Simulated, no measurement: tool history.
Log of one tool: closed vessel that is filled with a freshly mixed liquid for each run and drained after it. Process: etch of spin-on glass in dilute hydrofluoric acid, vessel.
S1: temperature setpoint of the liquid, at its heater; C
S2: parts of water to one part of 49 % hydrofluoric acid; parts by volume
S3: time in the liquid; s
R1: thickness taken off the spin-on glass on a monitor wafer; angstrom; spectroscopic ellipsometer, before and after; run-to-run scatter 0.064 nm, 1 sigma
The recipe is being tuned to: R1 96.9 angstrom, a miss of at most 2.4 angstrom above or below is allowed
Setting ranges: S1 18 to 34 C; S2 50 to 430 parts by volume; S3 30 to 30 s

| run | hour | S1 | S2 | S3 | R1 |
|---|---|---|---|---|---|
| 1 | 0 | 26 | 240 | 30 | 44.067 |
| 2 | 3.1 | 23.5 | 240 | 30 | 39.997 |
| 3 | 9.2 | 25.5 | 220 | 30 | 47.802 |
| 4 | 11.4 | 24 | 220 | 30 | 45.557 |
| 5 | 14.6 | 24 | 265 | 30 | 36.339 |
| 6 | 20.8 | 26 | 235 | 30 | 45.681 |
| 7 | 27.9 | 27.5 | 215 | 30 | 53.487 |
| 8 | 35.9 | 29 | 200 | 30 | 60.791 |
| 9 | 43.4 | 30 | 185 | 30 | 69.534 |
| 10 | 47.1 | 31 | 175 | 30 | 77.902 |
| 11 | 48.1 | 31.5 | 170 | 30 | 81.004 |
| 12 | 55.8 | 34 | 145 | 30 | 107.55 |

Pick the move, out of 5, that brings all results within their allowed miss; only one does.
| A | 63.5 | 33.5 | 155 | 30 | ? |
| B | 63.5 | 34 | 125 | 30 | ? |
| C | 63.5 | 32.5 | 125 | 30 | ? |
| D | 63.5 | 34 | 150 | 30 | ? |
| E | 63.5 | 33 | 160 | 30 | ? |

| move | R1 |
|---|---|
| A | 98.019 |
| B | 129.04 |
| C | 122.26 |
| D | 103.79 |
| E | 92.68 |
A: every result lands within tolerance
B: its largest miss is bigger than the last run's
C: its largest miss is bigger than the last run's
D: nearer the targets than the last run, but a result is still out of spec
E: the result that was furthest off in the last run now lies on the other side of its target
The move that meets every target is A.
